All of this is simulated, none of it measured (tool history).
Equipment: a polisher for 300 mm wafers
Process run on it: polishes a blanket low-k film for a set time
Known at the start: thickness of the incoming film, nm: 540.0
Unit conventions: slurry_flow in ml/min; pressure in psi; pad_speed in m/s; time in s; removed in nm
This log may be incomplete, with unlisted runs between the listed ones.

| run | hour | slurry_flow | pressure | pad_speed | slurry_solids | time | removed |
|---|---|---|---|---|---|---|---|
| 1 | 0.0 | 135 | 1.6 | 0.80 | 1.0 | 116 | 28.198 |
| 2 | 3.6 | 125 | 1.4 | 0.80 | 1.0 | 116 | 24.514 |
| 3 | 8.0 | 125 | 1.2 | 0.80 | 1.0 | 116 | 21.045 |
| 4 | 11.2 | 120 | 1.2 | 0.80 | 1.0 | 116 | 20.782 |
| 5 | 16.3 | 120 | 1.2 | 0.94 | 1.0 | 116 | 23.402 |
| 6 | 17.0 | 115 | 1.1 | 0.94 | 1.0 | 116 | 21.518 |
| 7 | 20.8 | 110 | 1.1 | 0.94 | 1.0 | 116 | 21.413 |
| 8 | 21.8 | 95 | 0.9 | 0.94 | 1.0 | 116 | 17.231 |
| 9 | 28.5 | 100 | 0.9 | 0.94 | 1.0 | 116 | 17.259 |
| 10 | 31.4 | 125 | 1.0 | 0.94 | 1.0 | 116 | 20.238 |

The next listed run, before its measurement:
| 11 | 34.2 | 115 | 1.0 | 0.94 | 1.0 | 116 | ? |

removed: 19.568 nm

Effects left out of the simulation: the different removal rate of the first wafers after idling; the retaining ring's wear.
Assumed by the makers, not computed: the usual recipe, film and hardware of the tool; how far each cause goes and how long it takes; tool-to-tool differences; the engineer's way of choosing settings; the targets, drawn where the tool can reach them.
